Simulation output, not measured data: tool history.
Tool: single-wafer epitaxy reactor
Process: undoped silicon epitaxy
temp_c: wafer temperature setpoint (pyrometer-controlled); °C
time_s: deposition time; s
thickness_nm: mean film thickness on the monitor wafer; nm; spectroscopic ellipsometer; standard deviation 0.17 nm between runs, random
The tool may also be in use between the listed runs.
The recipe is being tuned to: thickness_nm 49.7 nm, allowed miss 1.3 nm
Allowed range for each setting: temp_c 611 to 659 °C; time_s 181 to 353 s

run 1 hour=0 | temp_c=635 time_s=267 | thickness_nm=29.555
run 2 hour=4.7 | temp_c=627 time_s=267 | thickness_nm=23.971
run 3 hour=8.1 | temp_c=630 time_s=267 | thickness_nm=25.98
run 4 hour=11.6 | temp_c=638 time_s=267 | thickness_nm=31.606
run 5 hour=16 | temp_c=640 time_s=267 | thickness_nm=33.331
run 6 hour=20 | temp_c=649 time_s=267 | thickness_nm=41.991
run 7 hour=25.9 | temp_c=650 time_s=267 | thickness_nm=43.176
run 8 hour=30.2 | temp_c=657 time_s=268 | thickness_nm=50.729

Below are 5 possible settings for the next run. Only one of them brings all results inside the allowed miss of their targets. Which is it?
run A hour=34.5 | temp_c=651 time_s=301 | thickness_nm=?
run B hour=34.5 | temp_c=657 time_s=277 | thickness_nm=?
run C hour=34.5 | temp_c=659 time_s=265 | thickness_nm=?
run D hour=34.5 | temp_c=655 time_s=294 | thickness_nm=?
run E hour=34.5 | temp_c=658 time_s=268 | thickness_nm=?

move=A thickness_nm=49.564
move=B thickness_nm=52.83
move=C thickness_nm=53.053
move=D thickness_nm=53.406
move=E thickness_nm=52.37
A: hits every target within its allowed miss
B: further off than the last run
C: further off than the last run
D: further off than the last run
E: further off than the last run
Move A is the one to make.
